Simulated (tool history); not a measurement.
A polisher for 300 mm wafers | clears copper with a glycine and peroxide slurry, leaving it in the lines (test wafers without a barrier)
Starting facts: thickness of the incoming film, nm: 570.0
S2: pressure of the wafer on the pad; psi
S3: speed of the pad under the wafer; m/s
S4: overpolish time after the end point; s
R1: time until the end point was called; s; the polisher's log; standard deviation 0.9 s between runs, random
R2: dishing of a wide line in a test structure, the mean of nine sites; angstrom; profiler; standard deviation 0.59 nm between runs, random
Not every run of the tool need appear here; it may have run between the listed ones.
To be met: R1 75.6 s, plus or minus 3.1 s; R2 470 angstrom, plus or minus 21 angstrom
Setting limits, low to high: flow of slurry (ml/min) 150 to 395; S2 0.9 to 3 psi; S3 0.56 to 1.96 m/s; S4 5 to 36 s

{"run": 1, "hour": 0.0, "flow of slurry (ml/min)": 250, "S2": 1.9, "S3": 1.26, "S4": 18, "R1": 104.23, "R2": 500.17}
{"run": 2, "hour": 7.5, "flow of slurry (ml/min)": 250, "S2": 1.9, "S3": 1.52, "S4": 18, "R1": 93.396, "R2": 518.34}
{"run": 3, "hour": 8.1, "flow of slurry (ml/min)": 250, "S2": 2, "S3": 1.54, "S4": 16, "R1": 90.706, "R2": 488.66}
{"run": 4, "hour": 10.0, "flow of slurry (ml/min)": 250, "S2": 2, "S3": 1.54, "S4": 19, "R1": 90.414, "R2": 532.91}
{"run": 5, "hour": 18.8, "flow of slurry (ml/min)": 250, "S2": 2.1, "S3": 1.58, "S4": 17, "R1": 87.54, "R2": 529.8}
{"run": 6, "hour": 20.0, "flow of slurry (ml/min)": 250, "S2": 2.5, "S3": 1.58, "S4": 17, "R1": 77.822, "R2": 566.04}
{"run": 7, "hour": 21.4, "flow of slurry (ml/min)": 250, "S2": 2.5, "S3": 1.6, "S4": 16, "R1": 79.386, "R2": 556.6}
{"run": 8, "hour": 27.4, "flow of slurry (ml/min)": 260, "S2": 2.7, "S3": 1.64, "S4": 8, "R1": 73.22, "R2": 365.47}
{"run": 9, "hour": 29.2, "flow of slurry (ml/min)": 255, "S2": 2.7, "S3": 1.64, "S4": 9, "R1": 73.657, "R2": 393.71}
{"run": 10, "hour": 30.1, "flow of slurry (ml/min)": 240, "S2": 2.7, "S3": 1.6, "S4": 15, "R1": 74.769, "R2": 536.79}
{"run": 11, "hour": 34.2, "flow of slurry (ml/min)": 245, "S2": 2.7, "S3": 1.6, "S4": 14, "R1": 74.598, "R2": 513.74}
{"run": 12, "hour": 41.4, "flow of slurry (ml/min)": 250, "S2": 2.7, "S3": 1.6, "S4": 14, "R1": 75.388, "R2": 525.52}
{"run": 13, "hour": 50.4, "flow of slurry (ml/min)": 250, "S2": 2.7, "S3": 1.62, "S4": 14, "R1": 73.716, "R2": 518.57}
{"run": 14, "hour": 56.8, "flow of slurry (ml/min)": 250, "S2": 2.7, "S3": 1.62, "S4": 14, "R1": 73.273, "R2": 522.92}
{"run": 15, "hour": 58.9, "flow of slurry (ml/min)": 250, "S2": 2.6, "S3": 1.64, "S4": 13, "R1": 75.915, "R2": 496.92}
{"run": 16, "hour": 67.4, "flow of slurry (ml/min)": 255, "S2": 2.6, "S3": 1.64, "S4": 13, "R1": 74.52, "R2": 493.99}
{"run": 17, "hour": 71.4, "flow of slurry (ml/min)": 250, "S2": 2.6, "S3": 1.64, "S4": 13, "R1": 74.942, "R2": 494.89}
{"run": 18, "hour": 72.4, "flow of slurry (ml/min)": 255, "S2": 2.6, "S3": 1.64, "S4": 13, "R1": 75.16, "R2": 503.55}
{"run": 19, "hour": 76.6, "flow of slurry (ml/min)": 250, "S2": 2.6, "S3": 1.66, "S4": 11, "R1": 72.828, "R2": 446.53}

Next run, 4 choices. One meets every target within its allowed miss, the rest don't. Which?
{"run": "A", "hour": 80.8, "flow of slurry (ml/min)": 230, "S2": 2.6, "S3": 1.94, "S4": 11, "R1": "?", "R2": "?"}
{"run": "B", "hour": 80.8, "flow of slurry (ml/min)": 225, "S2": 2.7, "S3": 1.54, "S4": 10, "R1": "?", "R2": "?"}
{"run": "C", "hour": 80.8, "flow of slurry (ml/min)": 260, "S2": 2.8, "S3": 1.46, "S4": 12, "R1": "?", "R2": "?"}
{"run": "D", "hour": 80.8, "flow of slurry (ml/min)": 315, "S2": 2.7, "S3": 1.62, "S4": 10, "R1": "?", "R2": "?"}

move=A R1=67.618 R2=468.43
move=B R1=75.7 R2=410.91
move=C R1=74.85 R2=469.12
move=D R1=70.937 R2=429.18
A: corrects the largest miss of the last run, while another result sits out of spec
B: misses by more than the last run did
C: meets every target
D: misses by more than the last run did
So the answer is move C, the one that meets all the targets.
